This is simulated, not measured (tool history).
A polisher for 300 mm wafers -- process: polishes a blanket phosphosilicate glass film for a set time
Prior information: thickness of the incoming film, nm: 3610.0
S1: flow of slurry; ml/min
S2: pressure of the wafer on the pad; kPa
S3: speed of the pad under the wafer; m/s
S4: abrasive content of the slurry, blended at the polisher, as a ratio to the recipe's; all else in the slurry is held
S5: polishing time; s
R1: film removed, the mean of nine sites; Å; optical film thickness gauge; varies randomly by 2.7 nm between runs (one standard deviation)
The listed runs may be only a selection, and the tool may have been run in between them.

run,hour,S1,S2,S3,S4,S5,R1
1,0,155,17.9,1.02,1,53,3254.9
2,5.7,150,17.2,1.02,1,53,3147.6
3,8.8,150,20,1.02,1,53,3657.8
4,14.9,150,20,1.22,1,53,4170
5,18.9,150,18.6,1.22,1,53,3863.4
6,26.1,150,22.8,1.22,1,53,4672.3
7,34.4,150,20.7,1.22,1,53,4279.8

Run 8 comes next. What will it give?
8,39.4,150,20.7,1.22,1,53,?

{"run 8": {"R1": 4306.3}}

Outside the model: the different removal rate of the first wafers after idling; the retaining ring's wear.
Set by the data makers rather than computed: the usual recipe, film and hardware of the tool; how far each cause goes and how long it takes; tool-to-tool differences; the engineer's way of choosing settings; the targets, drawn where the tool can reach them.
